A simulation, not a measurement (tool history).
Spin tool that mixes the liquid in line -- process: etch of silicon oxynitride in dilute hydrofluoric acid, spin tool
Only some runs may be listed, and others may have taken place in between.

run,hour,temperature setpoint of the liquid (°C),parts of water to one part of 49 % hydrofluoric acid (parts by volume),time under the liquid (s),thickness taken off the silicon oxynitride on a monitor wafer (Å)
1,0,25,45,315,382.75
2,4.7,26.5,45,315,406.13
3,11.6,29.5,45,315,474.81
4,14.7,30,45,315,486.97
5,21.4,32,45,315,533.87
6,28.5,33,45,315,557.11

What will run 7 give?
7,37.2,33,30,315,?

{"run 7": {"thickness taken off the silicon oxynitride on a monitor wafer (Å)": 850.96}}

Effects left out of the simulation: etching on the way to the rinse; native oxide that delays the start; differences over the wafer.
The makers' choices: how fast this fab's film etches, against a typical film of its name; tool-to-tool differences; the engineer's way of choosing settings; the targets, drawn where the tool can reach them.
